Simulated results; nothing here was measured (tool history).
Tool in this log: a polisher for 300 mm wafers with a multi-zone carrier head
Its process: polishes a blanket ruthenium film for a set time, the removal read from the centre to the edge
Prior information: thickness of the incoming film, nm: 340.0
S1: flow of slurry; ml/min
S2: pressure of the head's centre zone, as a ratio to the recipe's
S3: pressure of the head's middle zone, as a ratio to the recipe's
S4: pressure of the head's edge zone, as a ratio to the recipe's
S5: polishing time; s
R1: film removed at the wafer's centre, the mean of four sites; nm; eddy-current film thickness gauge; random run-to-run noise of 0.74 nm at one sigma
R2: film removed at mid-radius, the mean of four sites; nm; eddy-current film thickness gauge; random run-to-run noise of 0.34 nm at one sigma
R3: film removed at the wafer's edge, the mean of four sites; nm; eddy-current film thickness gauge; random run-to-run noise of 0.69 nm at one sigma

{"run": 1, "hour": 0.0, "S1": 155, "S2": 1, "S3": 1, "S4": 1, "S5": 38, "R1": 42.815, "R2": 42.202, "R3": 42.316}
{"run": 2, "hour": 3.4, "S1": 155, "S2": 0.96, "S3": 1, "S4": 1, "S5": 38, "R1": 40.594, "R2": 42.348, "R3": 40.815}
{"run": 3, "hour": 7.5, "S1": 155, "S2": 0.96, "S3": 0.96, "S4": 1, "S5": 38, "R1": 40.974, "R2": 41.027, "R3": 41.007}
{"run": 4, "hour": 12.6, "S1": 155, "S2": 0.96, "S3": 0.96, "S4": 0.97, "S5": 38, "R1": 41.385, "R2": 40.601, "R3": 41.197}
{"run": 5, "hour": 15.5, "S1": 155, "S2": 0.96, "S3": 0.96, "S4": 0.97, "S5": 47, "R1": 50.586, "R2": 49.957, "R3": 50.363}
{"run": 6, "hour": 24.4, "S1": 155, "S2": 0.96, "S3": 0.92, "S4": 0.97, "S5": 47, "R1": 50.639, "R2": 48.967, "R3": 50.322}
{"run": 7, "hour": 25.6, "S1": 150, "S2": 0.98, "S3": 0.9, "S4": 0.98, "S5": 47, "R1": 51.073, "R2": 47.625, "R3": 52.16}

Run 8 is up next; what results do you expect?
{"run": 8, "hour": 30.4, "S1": 150, "S2": 0.99, "S3": 0.89, "S4": 0.96, "S5": 47, "R1": "?", "R2": "?", "R3": "?"}

Run 8 produced R1 51.709 nm, R2 47.281 nm, R3 49.122 nm.

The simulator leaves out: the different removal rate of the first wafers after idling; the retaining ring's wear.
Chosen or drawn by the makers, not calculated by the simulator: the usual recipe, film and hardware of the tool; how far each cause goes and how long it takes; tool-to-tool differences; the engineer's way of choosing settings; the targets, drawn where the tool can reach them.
